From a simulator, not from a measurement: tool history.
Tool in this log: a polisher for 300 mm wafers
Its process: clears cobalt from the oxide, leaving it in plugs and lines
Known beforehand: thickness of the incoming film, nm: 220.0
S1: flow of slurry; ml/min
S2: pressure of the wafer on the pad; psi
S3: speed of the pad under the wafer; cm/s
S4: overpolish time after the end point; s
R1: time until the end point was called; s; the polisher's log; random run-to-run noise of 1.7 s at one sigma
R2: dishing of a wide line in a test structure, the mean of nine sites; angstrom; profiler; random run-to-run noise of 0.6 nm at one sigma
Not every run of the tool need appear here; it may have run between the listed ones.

{"run": 1, "day": 0.0, "S1": 210, "S2": 1.4, "S3": 102, "S4": 23, "R1": 70.113, "R2": 502.57}
{"run": 2, "day": 0.279, "S1": 210, "S2": 1.6, "S3": 102, "S4": 23, "R1": 59.955, "R2": 542.37}
{"run": 3, "day": 0.479, "S1": 190, "S2": 1.6, "S3": 102, "S4": 23, "R1": 61.103, "R2": 550.36}
{"run": 4, "day": 0.512, "S1": 190, "S2": 1.6, "S3": 86, "S4": 23, "R1": 70.906, "R2": 506.77}
{"run": 5, "day": 0.675, "S1": 190, "S2": 1.4, "S3": 84, "S4": 21, "R1": 82.816, "R2": 430.15}
{"run": 6, "day": 0.738, "S1": 190, "S2": 1.8, "S3": 84, "S4": 21, "R1": 65.115, "R2": 493.36}

Run 7, settings as shown, results not yet in. Your forecast:
{"run": 7, "day": 1.021, "S1": 190, "S2": 1.6, "S3": 82, "S4": 20, "R1": "?", "R2": "?"}

Run 7 gave R1 73.929 s, R2 460.87 angstrom.
